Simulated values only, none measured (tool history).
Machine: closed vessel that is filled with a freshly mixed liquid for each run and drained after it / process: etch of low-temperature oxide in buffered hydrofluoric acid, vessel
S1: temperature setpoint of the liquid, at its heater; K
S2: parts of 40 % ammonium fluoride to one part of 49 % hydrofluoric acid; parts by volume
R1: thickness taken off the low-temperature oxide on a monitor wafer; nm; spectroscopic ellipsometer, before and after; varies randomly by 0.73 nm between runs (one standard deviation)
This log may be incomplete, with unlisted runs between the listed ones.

run 1 day=0.000 | S1=297.15 S2=20.5 time_in_the_liquid_(s)=85 | R1=176.94
run 2 day=0.108 | S1=297.15 S2=20.5 time_in_the_liquid_(s)=85 | R1=176.92
run 3 day=0.217 | S1=297.15 S2=22.5 time_in_the_liquid_(s)=85 | R1=166.39
run 4 day=0.562 | S1=300.15 S2=22.5 time_in_the_liquid_(s)=85 | R1=195.23
run 5 day=0.692 | S1=298.15 S2=22.5 time_in_the_liquid_(s)=85 | R1=174.81
run 6 day=0.775 | S1=297.65 S2=22.5 time_in_the_liquid_(s)=85 | R1=169.03

What will run 7 give?
run 7 day=0.829 | S1=297.15 S2=22.5 time_in_the_liquid_(s)=85 | R1=?

R1: 164.08 nm
